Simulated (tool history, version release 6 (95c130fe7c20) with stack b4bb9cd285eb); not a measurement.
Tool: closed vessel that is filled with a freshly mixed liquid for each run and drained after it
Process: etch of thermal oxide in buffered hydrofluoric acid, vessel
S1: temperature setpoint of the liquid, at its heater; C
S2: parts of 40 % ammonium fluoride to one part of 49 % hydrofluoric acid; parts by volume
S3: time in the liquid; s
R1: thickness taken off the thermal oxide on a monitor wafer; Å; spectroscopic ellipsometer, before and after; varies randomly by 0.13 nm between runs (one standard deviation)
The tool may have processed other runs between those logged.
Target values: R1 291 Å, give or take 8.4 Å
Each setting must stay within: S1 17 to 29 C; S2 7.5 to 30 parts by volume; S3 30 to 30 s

| run | hour | S1 | S2 | S3 | R1 |
|---|---|---|---|---|---|
| 1 | 0 | 21 | 22 | 30 | 124.71 |
| 2 | 1.9 | 22.5 | 20 | 30 | 145.65 |
| 3 | 3.7 | 24 | 20 | 30 | 156.38 |
| 4 | 6.2 | 24 | 23 | 30 | 142.88 |
| 5 | 11.2 | 25 | 20.5 | 30 | 163.68 |
| 6 | 13.4 | 25.5 | 18.5 | 30 | 179.59 |
| 7 | 17.3 | 26 | 17 | 30 | 198.89 |
| 8 | 25.9 | 29 | 11 | 30 | 355.15 |
| 9 | 34.2 | 28.5 | 11 | 30 | 349.28 |
| 10 | 41.9 | 28 | 11 | 30 | 340.72 |
| 11 | 43.5 | 27.5 | 11 | 30 | 329.19 |
|  | 47.3 | hydrofluoric acid flow meter replaced |
| 12 | 47.3 | 27 | 11 | 30 | 355.24 |

5 candidate next runs follow, results not yet known. Just one meets every target within its allowed miss. Identify it.
| A | 51.1 | 26 | 12 | 30 | ? |
| B | 51.1 | 28 | 10.5 | 30 | ? |
| C | 51.1 | 25 | 11.5 | 30 | ? |
| D | 51.1 | 26.5 | 13 | 30 | ? |
| E | 51.1 | 22.5 | 9.5 | 30 | ? |

| move | R1 |
|---|---|
| A | 310.13 |
| B | 393.13 |
| C | 306.29 |
| D | 294.6 |
| E | 316.23 |
A: better than the last run, though not everything is in spec
B: misses by more than the last run did
C: better than the last run, though not everything is in spec
D: every result lands within tolerance
E: better than the last run, though not everything is in spec
Move D is the one to make.

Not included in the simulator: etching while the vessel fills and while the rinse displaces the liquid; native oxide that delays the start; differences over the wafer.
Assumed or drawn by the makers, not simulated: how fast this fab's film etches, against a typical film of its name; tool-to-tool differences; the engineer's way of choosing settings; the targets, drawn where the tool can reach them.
